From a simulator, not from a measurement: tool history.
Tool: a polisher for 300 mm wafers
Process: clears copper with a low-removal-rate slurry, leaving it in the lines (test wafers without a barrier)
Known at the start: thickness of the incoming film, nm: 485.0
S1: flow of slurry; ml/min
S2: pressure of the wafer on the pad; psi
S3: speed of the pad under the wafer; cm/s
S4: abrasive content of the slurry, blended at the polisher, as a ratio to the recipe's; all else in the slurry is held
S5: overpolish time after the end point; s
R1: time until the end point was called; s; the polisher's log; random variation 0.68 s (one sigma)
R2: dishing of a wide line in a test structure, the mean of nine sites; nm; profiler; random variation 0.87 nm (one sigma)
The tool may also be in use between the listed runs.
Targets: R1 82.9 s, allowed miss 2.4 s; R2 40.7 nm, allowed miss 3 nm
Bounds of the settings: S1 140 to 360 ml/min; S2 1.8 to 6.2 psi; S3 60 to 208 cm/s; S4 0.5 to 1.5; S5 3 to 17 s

run 1 hour=0 | S1=230 S2=4 S3=134 S4=1 S5=9 | R1=105.94 R2=25.308
run 2 hour=2.8 | S1=230 S2=4 S3=134 S4=0.85 S5=9 | R1=106.79 R2=24.397
run 3 hour=11.4 | S1=235 S2=4.2 S3=134 S4=0.85 S5=10 | R1=102.41 R2=29.391
run 4 hour=18 | S1=235 S2=4.2 S3=134 S4=0.95 S5=10 | R1=102.19 R2=29.401
run 5 hour=23.1 | S1=235 S2=4.4 S3=134 S4=0.95 S5=10 | R1=96.953 R2=30.096
run 6 hour=29.9 | S1=235 S2=4.5 S3=134 S4=0.95 S5=10 | R1=94.003 R2=31.026
run 7 hour=34.3 | S1=235 S2=4.6 S3=134 S4=0.95 S5=10 | R1=93.691 R2=31.447
run 8 hour=36.8 | S1=240 S2=4.7 S3=134 S4=0.95 S5=10 | R1=90.337 R2=32.352
run 9 hour=44.4 | S1=240 S2=4.8 S3=134 S4=0.95 S5=10 | R1=88.812 R2=32.498

4 next moves are on the table. One of them brings every result within its allowed miss. Which?
run A hour=52 | S1=260 S2=4.6 S3=150 S4=0.95 S5=9 | R1=? R2=?
run B hour=52 | S1=230 S2=5.2 S3=132 S4=1.05 S5=12 | R1=? R2=?
run C hour=52 | S1=265 S2=3.6 S3=190 S4=1 S5=9 | R1=? R2=?
run D hour=52 | S1=205 S2=5.5 S3=136 S4=1.1 S5=9 | R1=? R2=?

move=A R1=82.214 R2=33.607
move=B R1=82.691 R2=43.022
move=C R1=82.081 R2=33.305
move=D R1=76.745 R2=35.925
A: nearer than the last run, and not there yet
B: meets every target
C: nearer than the last run, and not there yet
D: nearer than the last run, and not there yet
Answer: B

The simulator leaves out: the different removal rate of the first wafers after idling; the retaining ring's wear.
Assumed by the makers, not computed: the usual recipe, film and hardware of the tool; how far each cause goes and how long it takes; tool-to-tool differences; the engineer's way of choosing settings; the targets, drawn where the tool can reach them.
